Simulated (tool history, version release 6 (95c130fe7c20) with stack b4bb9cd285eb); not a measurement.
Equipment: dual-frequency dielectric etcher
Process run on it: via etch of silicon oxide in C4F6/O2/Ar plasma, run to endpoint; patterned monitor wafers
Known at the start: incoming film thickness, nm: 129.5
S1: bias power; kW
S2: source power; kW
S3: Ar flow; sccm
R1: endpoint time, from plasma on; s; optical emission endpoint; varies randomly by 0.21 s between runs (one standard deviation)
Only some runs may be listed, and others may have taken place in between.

run 1 day=0 | S1=0.52 S2=0.29 S3=242 | R1=29.176
run 2 day=0.096 | S1=0.451 S2=0.29 S3=242 | R1=31.78
run 3 day=0.179 | S1=0.487 S2=0.3 S3=241 | R1=29.808
run 4 day=0.246 | S1=0.514 S2=0.3 S3=240 | R1=29.358
run 5 day=0.608 | S1=0.542 S2=0.31 S3=239 | R1=28.258
run 6 day=0.933 | S1=0.505 S2=0.31 S3=239 | R1=29.362
run 7 day=1.1 | S1=0.533 S2=0.31 S3=238 | R1=28.551

Run 8 has not been measured yet. What should we expect?
run 8 day=1.129 | S1=0.637 S2=0.34 S3=231 | R1=?

Run 8 produced R1 25.596 s.
